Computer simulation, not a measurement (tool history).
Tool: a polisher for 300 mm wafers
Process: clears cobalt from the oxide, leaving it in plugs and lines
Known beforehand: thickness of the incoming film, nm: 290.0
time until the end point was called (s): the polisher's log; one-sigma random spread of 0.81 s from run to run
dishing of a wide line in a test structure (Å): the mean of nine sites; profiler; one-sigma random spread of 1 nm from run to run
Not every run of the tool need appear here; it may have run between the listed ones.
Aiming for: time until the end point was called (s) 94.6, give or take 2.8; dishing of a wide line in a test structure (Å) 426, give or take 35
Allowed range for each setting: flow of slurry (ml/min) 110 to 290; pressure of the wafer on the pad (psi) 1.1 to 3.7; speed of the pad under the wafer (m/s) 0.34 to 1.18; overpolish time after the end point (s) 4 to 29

run,hour,flow of slurry (ml/min),pressure of the wafer on the pad (psi),speed of the pad under the wafer (m/s),overpolish time after the end point (s),time until the end point was called (s),dishing of a wide line in a test structure (Å)
1,0,185,2.4,0.76,15,68.819,364.71
2,3.2,185,2.4,0.86,15,60.043,415.44
3,5.3,185,2.4,0.96,15,54.317,414.67
4,11.2,185,2.4,1.08,15,47.851,470.95
5,16.1,180,2.1,1.06,17,56.527,437.93
6,21.2,175,1.8,1.06,20,65.845,461.73
7,28.9,150,1.2,1.04,23,100.23,379.94
8,32.6,160,1.2,1.04,23,99.578,389.35
9,34.1,165,1.2,1.04,23,98.488,383.26
10,43.1,170,1.2,1.04,24,98.99,396.66
11,48,180,1.3,1.04,25,89.682,429.87
12,54.3,175,1.3,1.04,25,91.336,410.74
13,62.2,170,1.3,1.04,26,90.77,434.45
14,63.3,165,1.3,1.04,26,91.447,422.04

Which one of the following 5 next-run settings gets every result inside its allowed miss? There is exactly one.
A,64.4,160,1.4,1,27,?,?
B,64.4,215,1.3,1.04,25,?,?
C,64.4,180,1.3,1,26,?,?
D,64.4,120,1.4,1.08,17,?,?
E,64.4,200,1.6,0.88,24,?,?

move,time until the end point was called (s),dishing of a wide line in a test structure (Å)
A,90.444,444.72
B,89.334,430.55
C,95.171,425.35
D,88.943,344.2
E,87.145,426.82
A: the biggest miss grows against the last run
B: the biggest miss grows against the last run
C: every result within its allowed miss
D: the biggest miss grows against the last run
E: the biggest miss grows against the last run
C meets every target.
